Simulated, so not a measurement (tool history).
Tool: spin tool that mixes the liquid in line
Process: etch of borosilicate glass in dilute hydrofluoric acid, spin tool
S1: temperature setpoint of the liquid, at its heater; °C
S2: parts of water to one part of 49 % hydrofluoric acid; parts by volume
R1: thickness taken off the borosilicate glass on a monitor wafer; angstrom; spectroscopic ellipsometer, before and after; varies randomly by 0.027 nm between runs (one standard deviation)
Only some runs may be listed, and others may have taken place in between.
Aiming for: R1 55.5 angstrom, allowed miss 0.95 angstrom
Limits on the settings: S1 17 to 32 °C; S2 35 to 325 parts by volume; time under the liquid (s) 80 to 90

Run 1, day 0: S1 24 °C, S2 180 parts by volume, time under the liquid (s) 80. Result: R1 72.428 angstrom.
Run 2, day 0.279: S1 23 °C, S2 180 parts by volume, time under the liquid (s) 80. Result: R1 69.945 angstrom.
Run 3, day 0.504: S1 23 °C, S2 180 parts by volume, time under the liquid (s) 90. Result: R1 79.531 angstrom.
Run 4, day 0.571: S1 22 °C, S2 185 parts by volume, time under the liquid (s) 90. Result: R1 73.658 angstrom.
Run 5, day 0.75: S1 22 °C, S2 185 parts by volume, time under the liquid (s) 80. Result: R1 65.656 angstrom.
Run 6, day 1.038: S1 21 °C, S2 185 parts by volume, time under the liquid (s) 80. Result: R1 62.995 angstrom.
Run 7, day 1.246: S1 20.5 °C, S2 185 parts by volume, time under the liquid (s) 80. Result: R1 61.613 angstrom.
Run 8, day 1.312: S1 20 °C, S2 185 parts by volume, time under the liquid (s) 80. Result: R1 60.635 angstrom.
Run 9, day 1.529: S1 17 °C, S2 185 parts by volume, time under the liquid (s) 80. Result: R1 53.617 angstrom.

Consider the 4 candidate settings below. Which is the only one whose results all fall within their allowed miss of target?
Run A, day 1.746: S1 17 °C, S2 190 parts by volume, time under the liquid (s) 80. Result: R1 ?.
Run B, day 1.746: S1 21.5 °C, S2 215 parts by volume, time under the liquid (s) 80. Result: R1 ?.
Run C, day 1.746: S1 17 °C, S2 180 parts by volume, time under the liquid (s) 80. Result: R1 ?.
Run D, day 1.746: S1 17 °C, S2 195 parts by volume, time under the liquid (s) 80. Result: R1 ?.

move      R1
   A  52.086
   B  53.525
   C  55.493
   D  50.517
A: further off than the last run
B: roughly where the last run was
C: each result inside its tolerance
D: further off than the last run
Answer: C

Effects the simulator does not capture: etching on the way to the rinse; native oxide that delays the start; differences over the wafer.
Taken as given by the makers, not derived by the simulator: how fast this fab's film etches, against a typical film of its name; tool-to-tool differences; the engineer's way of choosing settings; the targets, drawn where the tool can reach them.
